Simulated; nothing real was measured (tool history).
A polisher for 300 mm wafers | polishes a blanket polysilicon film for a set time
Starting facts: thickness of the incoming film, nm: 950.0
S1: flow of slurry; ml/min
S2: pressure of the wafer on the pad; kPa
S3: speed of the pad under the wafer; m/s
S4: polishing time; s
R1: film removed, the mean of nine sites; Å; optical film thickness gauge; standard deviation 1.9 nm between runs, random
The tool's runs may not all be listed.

run 1 day=0 | S1=300 S2=17.9 S3=1.06 S4=24 | R1=2000.3
run 2 day=0.167 | S1=300 S2=17.9 S3=0.8 S4=24 | R1=1648.2
run 3 day=0.529 | S1=300 S2=17.9 S3=0.98 S4=24 | R1=1877.5
run 4 day=0.796 | S1=305 S2=20 S3=0.98 S4=24 | R1=2055.7
run 5 day=1 | S1=305 S2=20 S3=0.86 S4=24 | R1=1906.4
run 6 day=1.088 | S1=305 S2=20 S3=0.86 S4=22 | R1=1741
run 7 day=1.262 | S1=305 S2=20 S3=0.86 S4=22 | R1=1746.7
run 8 day=1.533 | S1=305 S2=22.1 S3=0.92 S4=22 | R1=1989.9

The next listed run, before its measurement:
run 9 day=1.738 | S1=310 S2=23.4 S3=0.98 S4=22 | R1=?

For run 9 the tool returned R1 2191.9 Å.
